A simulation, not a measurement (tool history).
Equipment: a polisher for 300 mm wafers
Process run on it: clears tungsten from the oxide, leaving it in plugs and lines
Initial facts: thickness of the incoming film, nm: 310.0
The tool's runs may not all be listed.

| run | hour | flow of slurry (ml/min) | pressure of the wafer on the pad (psi) | speed of the pad under the wafer (cm/s) | abrasive content of the slurry | overpolish time after the end point (s) | time until the end point was called (s) |
|---|---|---|---|---|---|---|---|
| 1 | 0.0 | 210 | 2.5 | 106 | 1.0 | 21 | 85.348 |
| 2 | 3.9 | 210 | 3.0 | 106 | 1.0 | 21 | 71.548 |
| 3 | 4.6 | 210 | 3.6 | 106 | 1.0 | 21 | 60.736 |
| 4 | 8.6 | 210 | 3.6 | 80 | 1.0 | 21 | 77.738 |
| 5 | 16.8 | 255 | 3.6 | 80 | 1.0 | 21 | 76.128 |
| 6 | 22.6 | 255 | 3.2 | 80 | 1.0 | 21 | 85.418 |
| 7 | 24.8 | 250 | 2.9 | 80 | 1.0 | 21 | 91.729 |
| 8 | 30.4 | 245 | 2.6 | 80 | 1.0 | 21 | 104.320 |

Run 9 has not been measured yet. What should we expect?
| 9 | 37.2 | 240 | 2.4 | 80 | 1.0 | 21 | ? |

time until the end point was called (s): 113.720

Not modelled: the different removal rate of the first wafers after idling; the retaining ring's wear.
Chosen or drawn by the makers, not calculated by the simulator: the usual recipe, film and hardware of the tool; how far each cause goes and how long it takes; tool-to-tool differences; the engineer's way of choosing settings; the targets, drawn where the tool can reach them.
